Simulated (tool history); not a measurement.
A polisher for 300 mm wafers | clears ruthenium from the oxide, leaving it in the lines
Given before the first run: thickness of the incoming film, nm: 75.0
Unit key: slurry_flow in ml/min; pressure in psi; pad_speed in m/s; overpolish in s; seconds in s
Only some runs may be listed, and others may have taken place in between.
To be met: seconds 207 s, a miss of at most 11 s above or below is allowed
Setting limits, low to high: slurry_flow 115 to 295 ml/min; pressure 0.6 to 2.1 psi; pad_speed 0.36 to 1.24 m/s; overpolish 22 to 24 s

run	hour	slurry_flow	pressure	pad_speed	overpolish	seconds
1	0	190	1.3	0.8	22	132.68
2	3.1	190	1.1	0.8	22	152.84
3	5.3	190	1	0.8	22	161.8
4	10.8	190	0.9	0.8	22	173.45
5	13.7	190	1.2	0.8	22	144.3
6	18.9	190	1	0.8	22	159.05
7	25.1	190	0.9	0.8	22	171.68
8	30.4	190	0.8	0.8	22	190.91

Which one of the following 4 next-run settings gets every result inside its allowed miss? There is exactly one.
A	35.7	185	0.8	0.82	22	?
B	35.7	190	0.9	0.82	23	?
C	35.7	180	0.8	0.8	24	?
D	35.7	185	0.9	0.66	22	?

move	seconds
A	182.77
B	168.3
C	188.03
D	208.49
A: its largest miss is bigger than the last run's
B: its largest miss is bigger than the last run's
C: its largest miss is bigger than the last run's
D: hits every target within its allowed miss
The move that meets every target is D.
